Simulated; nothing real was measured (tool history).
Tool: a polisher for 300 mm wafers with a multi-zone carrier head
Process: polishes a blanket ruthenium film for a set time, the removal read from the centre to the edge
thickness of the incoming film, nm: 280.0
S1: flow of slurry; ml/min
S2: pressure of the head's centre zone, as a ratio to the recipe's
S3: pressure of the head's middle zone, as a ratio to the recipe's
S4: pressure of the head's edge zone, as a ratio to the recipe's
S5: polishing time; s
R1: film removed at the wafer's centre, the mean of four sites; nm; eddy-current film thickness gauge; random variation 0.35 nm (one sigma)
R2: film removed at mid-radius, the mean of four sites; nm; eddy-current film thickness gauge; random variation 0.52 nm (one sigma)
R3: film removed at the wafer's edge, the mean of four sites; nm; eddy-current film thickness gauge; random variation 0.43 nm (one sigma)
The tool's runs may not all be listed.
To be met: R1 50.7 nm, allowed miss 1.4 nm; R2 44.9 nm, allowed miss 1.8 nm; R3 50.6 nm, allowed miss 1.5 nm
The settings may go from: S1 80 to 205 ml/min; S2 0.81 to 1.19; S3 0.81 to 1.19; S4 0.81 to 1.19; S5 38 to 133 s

| run | hour | S1 | S2 | S3 | S4 | S5 | R1 | R2 | R3 |
|---|---|---|---|---|---|---|---|---|---|
| 1 | 0 | 135 | 1 | 1 | 1 | 85 | 83.015 | 82.952 | 85.791 |
| 2 | 2.4 | 130 | 1 | 0.97 | 0.98 | 78 | 74.478 | 72.942 | 76.703 |
| 3 | 10.4 | 130 | 1 | 0.97 | 0.98 | 93 | 90.935 | 88.902 | 92.752 |
| 4 | 14.7 | 130 | 1 | 0.97 | 1.03 | 93 | 91.012 | 88.385 | 93.903 |
| 5 | 15.6 | 130 | 1 | 1.02 | 1.03 | 93 | 90.531 | 90.499 | 93.223 |
| 6 | 18.5 | 130 | 0.95 | 1.02 | 1.03 | 93 | 85.31 | 92.87 | 92.084 |
| 7 | 27 | 95 | 0.99 | 0.92 | 0.93 | 69 | 62.316 | 59.446 | 64.382 |
| 8 | 27.9 | 95 | 0.99 | 0.91 | 0.92 | 66 | 59.107 | 56.186 | 60.342 |
| 9 | 33.7 | 95 | 0.99 | 0.89 | 0.91 | 64 | 56.954 | 52.913 | 58.797 |
| 10 | 37.5 | 95 | 1.01 | 0.85 | 0.82 | 52 | 48.279 | 40.94 | 45.727 |
| 11 | 40 | 100 | 1.01 | 0.85 | 0.84 | 52 | 48.219 | 42.663 | 47.016 |
| 12 | 49 | 105 | 1.01 | 0.85 | 0.85 | 52 | 48.991 | 42.898 | 47.594 |
| 13 | 53.2 | 110 | 1.01 | 0.85 | 0.86 | 52 | 49.221 | 41.662 | 48.156 |

4 next moves are on the table. One of them brings every result within its allowed miss. Which?
| A | 57.4 | 125 | 1.01 | 0.81 | 0.89 | 56 | ? | ? | ? |
| B | 57.4 | 100 | 0.98 | 0.84 | 0.9 | 60 | ? | ? | ? |
| C | 57.4 | 80 | 1.12 | 0.94 | 0.81 | 53 | ? | ? | ? |
| D | 57.4 | 90 | 0.99 | 0.84 | 0.82 | 57 | ? | ? | ? |

| move | R1 | R2 | R3 |
|---|---|---|---|
| A | 54.391 | 45.202 | 52.63 |
| B | 53.924 | 47.877 | 54.976 |
| C | 51.713 | 44.312 | 45.476 |
| D | 50.509 | 44.534 | 49.977 |
A: brings the result that was furthest off to its target, and leaves another outside
B: takes the result that was furthest off past its target
C: brings the result that was furthest off to its target, and leaves another outside
D: meets every target
Move D is the one to make.

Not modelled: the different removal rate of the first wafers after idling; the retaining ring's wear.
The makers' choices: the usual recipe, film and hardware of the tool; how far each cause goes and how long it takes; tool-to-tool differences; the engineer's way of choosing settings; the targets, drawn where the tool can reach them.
